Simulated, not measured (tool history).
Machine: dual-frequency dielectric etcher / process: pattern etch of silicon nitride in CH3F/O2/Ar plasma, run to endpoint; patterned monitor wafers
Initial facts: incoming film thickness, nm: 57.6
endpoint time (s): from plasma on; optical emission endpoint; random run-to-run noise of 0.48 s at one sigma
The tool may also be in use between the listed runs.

run  hour  source power (kW)  bias power (kW)  endpoint time (s)
  1     0               0.33            0.086             85.511
  2     9               0.33             0.07             92.859
  3  14.1               0.36            0.074             86.417
  4  19.6               0.31            0.074             93.296
  5    22               0.34            0.076             87.932
  6  28.1               0.39            0.076             81.451
  7    37                0.4            0.076             80.776

What will run 8 give?
  8  42.9               0.41            0.076                  ?

{"run 8": {"endpoint time (s)": 79.444}}

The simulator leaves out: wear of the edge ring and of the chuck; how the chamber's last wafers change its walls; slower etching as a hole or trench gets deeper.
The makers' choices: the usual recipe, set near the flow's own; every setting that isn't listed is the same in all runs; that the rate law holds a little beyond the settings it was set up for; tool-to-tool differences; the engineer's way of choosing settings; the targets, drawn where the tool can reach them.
